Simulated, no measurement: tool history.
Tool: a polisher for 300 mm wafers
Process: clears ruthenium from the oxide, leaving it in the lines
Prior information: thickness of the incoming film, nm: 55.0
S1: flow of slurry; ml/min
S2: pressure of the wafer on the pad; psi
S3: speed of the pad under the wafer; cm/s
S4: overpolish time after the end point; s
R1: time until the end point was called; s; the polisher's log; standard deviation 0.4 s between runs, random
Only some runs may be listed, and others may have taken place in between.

run,hour,S1,S2,S3,S4,R1
1,0.0,200,1.5,98,39,61.848
2,5.4,200,1.5,74,39,79.726
3,7.5,235,1.5,74,39,78.991
4,10.3,235,1.6,78,39,70.718
5,18.8,235,1.6,78,42,71.636
6,19.7,235,1.6,78,42,69.448
7,20.6,235,1.6,78,42,70.735
8,25.7,235,1.7,80,42,65.901
9,33.7,235,1.8,84,42,58.188

For run 10, what comes out?
10,37.4,235,1.8,84,42,?

Run 10 came out at R1 58.160 s.
